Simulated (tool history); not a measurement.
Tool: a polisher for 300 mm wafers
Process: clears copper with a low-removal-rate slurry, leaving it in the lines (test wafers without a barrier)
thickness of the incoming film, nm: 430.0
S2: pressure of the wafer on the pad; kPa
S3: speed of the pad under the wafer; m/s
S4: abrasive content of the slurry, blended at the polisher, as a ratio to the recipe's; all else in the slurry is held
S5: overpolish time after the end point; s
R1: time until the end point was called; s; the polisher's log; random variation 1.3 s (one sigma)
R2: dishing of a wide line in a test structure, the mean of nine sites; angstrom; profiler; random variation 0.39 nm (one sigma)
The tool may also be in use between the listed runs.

run 1 hour=0.0 | flow_of_slurry_(ml/min)=260 S2=26.9 S3=1.24 S4=1.0 S5=24 | R1=72.070 R2=630.41
run 2 hour=4.6 | flow_of_slurry_(ml/min)=260 S2=24.8 S3=1.20 S4=1.0 S5=23 | R1=80.576 R2=575.34
run 3 hour=11.3 | flow_of_slurry_(ml/min)=260 S2=22.8 S3=1.18 S4=1.0 S5=22 | R1=87.190 R2=520.33
run 4 hour=16.3 | flow_of_slurry_(ml/min)=260 S2=21.4 S3=1.14 S4=1.0 S5=22 | R1=95.378 R2=489.66
run 5 hour=19.1 | flow_of_slurry_(ml/min)=260 S2=27.6 S3=1.14 S4=1.0 S5=22 | R1=76.044 R2=578.85
run 6 hour=20.8 | flow_of_slurry_(ml/min)=290 S2=27.6 S3=1.14 S4=1.0 S5=22 | R1=75.701 R2=585.45
run 7 hour=25.0 | flow_of_slurry_(ml/min)=290 S2=25.5 S3=1.12 S4=1.0 S5=22 | R1=82.047 R2=541.36
run 8 hour=32.8 | flow_of_slurry_(ml/min)=290 S2=25.5 S3=1.12 S4=1.0 S5=22 | R1=81.052 R2=554.34
run 9 hour=35.3 | flow_of_slurry_(ml/min)=280 S2=23.4 S3=1.10 S4=1.0 S5=22 | R1=89.597 R2=509.04
run 10 hour=41.7 | flow_of_slurry_(ml/min)=275 S2=22.1 S3=1.08 S4=1.0 S5=22 | R1=98.858 R2=500.05
run 11 hour=48.3 | flow_of_slurry_(ml/min)=270 S2=20.7 S3=1.08 S4=1.0 S5=21 | R1=103.360 R2=453.31

Run 12 comes next. What will it give?
run 12 hour=56.8 | flow_of_slurry_(ml/min)=255 S2=13.1 S3=1.00 S4=1.0 S5=22 | R1=? R2=?

Run 12 gave R1 168.150 s, R2 319.58 angstrom.

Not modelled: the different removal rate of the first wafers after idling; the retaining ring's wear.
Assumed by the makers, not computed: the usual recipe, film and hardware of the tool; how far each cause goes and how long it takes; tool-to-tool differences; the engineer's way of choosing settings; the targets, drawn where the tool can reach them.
